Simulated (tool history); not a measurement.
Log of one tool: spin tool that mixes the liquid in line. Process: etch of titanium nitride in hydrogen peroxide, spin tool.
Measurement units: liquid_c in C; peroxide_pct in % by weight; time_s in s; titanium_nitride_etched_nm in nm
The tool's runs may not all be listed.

Run 1, hour 0.0: liquid_c 56.0 C, peroxide_pct 16 % by weight, time_s 40 s. Result: titanium_nitride_etched_nm 2.2961 nm.
Run 2, hour 1.7: liquid_c 56.0 C, peroxide_pct 16 % by weight, time_s 40 s. Result: titanium_nitride_etched_nm 2.2730 nm.
Run 3, hour 3.3: liquid_c 50.5 C, peroxide_pct 16 % by weight, time_s 40 s. Result: titanium_nitride_etched_nm 1.5385 nm.
Run 4, hour 6.1: liquid_c 50.5 C, peroxide_pct 16 % by weight, time_s 30 s. Result: titanium_nitride_etched_nm 1.1696 nm.
Run 5, hour 8.5: liquid_c 50.5 C, peroxide_pct 13 % by weight, time_s 30 s. Result: titanium_nitride_etched_nm 1.1020 nm.
Run 6, hour 14.3: liquid_c 52.5 C, peroxide_pct 13 % by weight, time_s 30 s. Result: titanium_nitride_etched_nm 1.2649 nm.
Run 7, hour 19.6: liquid_c 52.5 C, peroxide_pct 13 % by weight, time_s 30 s. Result: titanium_nitride_etched_nm 1.2716 nm.
Run 8, hour 21.6: liquid_c 54.0 C, peroxide_pct 13 % by weight, time_s 30 s. Result: titanium_nitride_etched_nm 1.4159 nm.

Run 9, settings as shown, results not yet in. Your forecast:
Run 9, hour 27.3: liquid_c 55.0 C, peroxide_pct 13 % by weight, time_s 30 s. Result: titanium_nitride_etched_nm ?.

Run 9 came out at titanium_nitride_etched_nm 1.5216 nm.

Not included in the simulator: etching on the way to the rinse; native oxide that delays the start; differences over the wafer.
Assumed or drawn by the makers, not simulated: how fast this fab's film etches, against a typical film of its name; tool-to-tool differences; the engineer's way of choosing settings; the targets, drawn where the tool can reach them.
